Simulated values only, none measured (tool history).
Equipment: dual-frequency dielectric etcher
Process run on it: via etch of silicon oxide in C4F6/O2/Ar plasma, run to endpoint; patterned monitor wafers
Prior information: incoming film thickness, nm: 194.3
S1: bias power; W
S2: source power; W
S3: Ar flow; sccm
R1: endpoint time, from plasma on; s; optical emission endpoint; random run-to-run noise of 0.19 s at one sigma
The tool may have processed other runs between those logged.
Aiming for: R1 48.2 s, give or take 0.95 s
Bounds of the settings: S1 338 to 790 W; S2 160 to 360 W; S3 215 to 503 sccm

| run | hour | S1 | S2 | S3 | R1 |
|---|---|---|---|---|---|
| 1 | 0 | 564 | 260 | 359 | 54.474 |
| 2 | 5.5 | 489 | 260 | 359 | 58.032 |
| 3 | 13 | 532 | 260 | 358 | 56.052 |
| 4 | 14.7 | 567 | 260 | 357 | 54.374 |
| 5 | 18.2 | 567 | 260 | 328 | 54.014 |
| 6 | 20.1 | 567 | 260 | 300 | 53.638 |
| 7 | 24.2 | 592 | 260 | 299 | 52.521 |
| 8 | 26.3 | 612 | 260 | 299 | 51.692 |
| 9 | 32 | 628 | 260 | 299 | 51.028 |
| 10 | 34.7 | 628 | 260 | 299 | 51.256 |
| 11 | 42.7 | 643 | 260 | 299 | 50.695 |
| 12 | 47.5 | 656 | 260 | 299 | 50.492 |
| 13 | 49.7 | 669 | 260 | 299 | 50.31 |
| 14 | 52.2 | 681 | 260 | 299 | 49.83 |
| 15 | 58.9 | 690 | 260 | 299 | 49.281 |
| 16 | 64.6 | 690 | 260 | 299 | 49.391 |

Which single option among these 5 for the next run brings every result within its allowed miss of target? Just one does.
| A | 70.3 | 662 | 260 | 299 | ? |
| B | 70.3 | 684 | 250 | 358 | ? |
| C | 70.3 | 737 | 240 | 265 | ? |
| D | 70.3 | 684 | 210 | 277 | ? |
| E | 70.3 | 661 | 260 | 307 | ? |

| move | R1 |
|---|---|
| A | 50.555 |
| B | 51.334 |
| C | 48.493 |
| D | 51.6 |
| E | 50.74 |
A: the biggest miss grows against the last run
B: the biggest miss grows against the last run
C: every result lands within tolerance
D: the biggest miss grows against the last run
E: the biggest miss grows against the last run
So the answer is move C, the one that meets all the targets.
